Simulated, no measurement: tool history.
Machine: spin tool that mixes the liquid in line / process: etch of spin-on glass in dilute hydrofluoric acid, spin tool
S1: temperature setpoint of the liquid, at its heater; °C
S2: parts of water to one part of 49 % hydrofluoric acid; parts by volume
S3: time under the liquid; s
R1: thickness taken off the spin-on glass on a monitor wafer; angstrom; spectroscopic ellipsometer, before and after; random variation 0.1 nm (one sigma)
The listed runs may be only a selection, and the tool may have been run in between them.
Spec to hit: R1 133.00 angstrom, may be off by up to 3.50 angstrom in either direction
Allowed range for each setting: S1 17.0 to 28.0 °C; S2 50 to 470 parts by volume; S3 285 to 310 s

Run 1, day 0.000: S1 20.0 °C, S2 260 parts by volume, S3 285 s. Result: R1 164.62 angstrom.
Run 2, day 0.108: S1 20.0 °C, S2 260 parts by volume, S3 310 s. Result: R1 180.63 angstrom.
Run 3, day 0.338: S1 20.0 °C, S2 260 parts by volume, S3 310 s. Result: R1 178.58 angstrom.
Run 4, day 0.388: S1 22.5 °C, S2 260 parts by volume, S3 310 s. Result: R1 197.75 angstrom.
Run 5, day 0.417: S1 21.5 °C, S2 270 parts by volume, S3 310 s. Result: R1 183.62 angstrom.
Run 6, day 0.454: S1 21.5 °C, S2 325 parts by volume, S3 310 s. Result: R1 142.73 angstrom.
Run 7, day 0.771: S1 21.5 °C, S2 325 parts by volume, S3 310 s. Result: R1 144.19 angstrom.
Run 8, day 1.004: S1 21.0 °C, S2 325 parts by volume, S3 310 s. Result: R1 141.76 angstrom.
Run 9, day 1.067: S1 20.5 °C, S2 325 parts by volume, S3 310 s. Result: R1 139.87 angstrom.

Which one of the following 4 next-run settings gets every result inside its allowed miss? There is exactly one.
Run A, day 1.129: S1 22.5 °C, S2 325 parts by volume, S3 310 s. Result: R1 ?.
Run B, day 1.129: S1 21.0 °C, S2 325 parts by volume, S3 310 s. Result: R1 ?.
Run C, day 1.129: S1 25.5 °C, S2 360 parts by volume, S3 300 s. Result: R1 ?.
Run D, day 1.129: S1 17.5 °C, S2 310 parts by volume, S3 310 s. Result: R1 ?.

move      R1
   A  149.58
   B  141.88
   C  140.00
   D  132.61
A: lands further from the targets than the last run did
B: lands further from the targets than the last run did
C: about as far from the targets as the last run
D: all results land within tolerance of their targets
The move that meets every target is D.
